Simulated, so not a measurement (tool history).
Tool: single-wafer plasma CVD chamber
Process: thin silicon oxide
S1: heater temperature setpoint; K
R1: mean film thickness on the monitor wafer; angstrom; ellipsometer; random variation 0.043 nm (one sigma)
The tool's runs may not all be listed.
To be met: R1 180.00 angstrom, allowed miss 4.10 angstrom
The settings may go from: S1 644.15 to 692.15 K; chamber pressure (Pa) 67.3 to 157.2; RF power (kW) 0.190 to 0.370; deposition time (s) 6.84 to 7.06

Run 1, day 0.000: S1 668.15 K, chamber pressure (Pa) 112.3, RF power (kW) 0.280, deposition time (s) 6.84. Result: R1 140.83 angstrom.
Run 2, day 0.162: S1 663.15 K, chamber pressure (Pa) 112.3, RF power (kW) 0.280, deposition time (s) 6.84. Result: R1 140.93 angstrom.
Run 3, day 0.396: S1 663.15 K, chamber pressure (Pa) 119.1, RF power (kW) 0.280, deposition time (s) 6.84. Result: R1 148.78 angstrom.
Run 4, day 0.550: S1 663.15 K, chamber pressure (Pa) 105.9, RF power (kW) 0.280, deposition time (s) 6.84. Result: R1 131.95 angstrom.
Run 5, day 0.846: S1 663.15 K, chamber pressure (Pa) 113.5, RF power (kW) 0.280, deposition time (s) 6.84. Result: R1 142.36 angstrom.
Run 6, day 0.896: S1 663.15 K, chamber pressure (Pa) 119.5, RF power (kW) 0.280, deposition time (s) 6.84. Result: R1 150.10 angstrom.
Run 7, day 1.200: S1 663.15 K, chamber pressure (Pa) 141.9, RF power (kW) 0.285, deposition time (s) 6.85. Result: R1 174.05 angstrom.
Run 8, day 1.300: S1 663.15 K, chamber pressure (Pa) 142.9, RF power (kW) 0.285, deposition time (s) 6.85. Result: R1 174.67 angstrom.

4 next moves are on the table. One of them brings every result within its allowed miss. Which?
Run A, day 1.400: S1 658.15 K, chamber pressure (Pa) 136.1, RF power (kW) 0.280, deposition time (s) 6.84. Result: R1 ?.
Run B, day 1.400: S1 662.15 K, chamber pressure (Pa) 141.3, RF power (kW) 0.305, deposition time (s) 6.89. Result: R1 ?.
Run C, day 1.400: S1 660.15 K, chamber pressure (Pa) 136.7, RF power (kW) 0.265, deposition time (s) 7.06. Result: R1 ?.
Run D, day 1.400: S1 666.15 K, chamber pressure (Pa) 134.4, RF power (kW) 0.305, deposition time (s) 6.84. Result: R1 ?.

move      R1
   A  167.31
   B  178.71
   C  169.02
   D  170.49
A: further off than the last run
B: meets every target
C: further off than the last run
D: further off than the last run
Move B is the one to make.
